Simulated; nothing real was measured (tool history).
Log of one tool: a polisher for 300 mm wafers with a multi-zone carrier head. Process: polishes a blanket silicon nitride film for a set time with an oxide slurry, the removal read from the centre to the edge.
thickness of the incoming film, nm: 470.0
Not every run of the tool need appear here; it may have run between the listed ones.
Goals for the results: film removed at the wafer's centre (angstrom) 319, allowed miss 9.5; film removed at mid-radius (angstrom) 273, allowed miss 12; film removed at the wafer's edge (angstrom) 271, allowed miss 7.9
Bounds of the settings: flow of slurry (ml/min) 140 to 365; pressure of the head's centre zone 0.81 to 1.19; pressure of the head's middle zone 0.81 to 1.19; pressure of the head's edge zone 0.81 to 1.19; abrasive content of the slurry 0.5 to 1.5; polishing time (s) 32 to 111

run	hour	flow of slurry (ml/min)	pressure of the head's centre zone	pressure of the head's middle zone	pressure of the head's edge zone	abrasive content of the slurry	polishing time (s)	film removed at the wafer's centre (angstrom)	film removed at mid-radius (angstrom)	film removed at the wafer's edge (angstrom)
1	0	235	1	1	1	1	71	454.54	465.79	447.82
2	9	235	1	1	1	1.2	71	491.51	490.82	481.44
3	17	235	1	1	1	1.2	54	374.15	370.14	370.13
4	24	235	1	1	1	1.2	45	312.07	315.2	309.63
5	32.3	290	1	1	1	1.2	45	319.77	320.23	314.37
6	34.8	290	1.01	0.99	0.98	1.15	45	318.13	311.42	302.37
7	38.8	290	1.01	0.98	0.97	1.15	45	317.94	305.72	299.5
8	47.6	250	1.06	0.9	0.87	1.1	45	324.17	280.47	283.08

Exactly one of the 5 candidate moves below puts every result within its allowed miss. Which one?
A	56.4	175	1.05	0.81	0.89	1.3	45	?	?	?
B	56.4	345	1.16	0.89	0.9	0.85	47	?	?	?
C	56.4	290	1.06	0.84	0.88	1.1	46	?	?	?
D	56.4	325	1.07	0.89	0.86	1.2	42	?	?	?
E	56.4	185	1.06	0.85	0.98	1	50	?	?	?

move	film removed at the wafer's centre (angstrom)	film removed at mid-radius (angstrom)	film removed at the wafer's edge (angstrom)
A	318.36	265.11	293.08
B	338.73	269.92	275.08
C	331.18	278.06	293.32
D	319.62	276.57	276.27
E	325.61	277.4	309.31
A: moves away from the targets compared with the last run
B: the worst result of the last run now meets its target, but another is out of spec
C: moves away from the targets compared with the last run
D: hits every target within its allowed miss
E: moves away from the targets compared with the last run
D is the move that brings every result within its allowed miss.
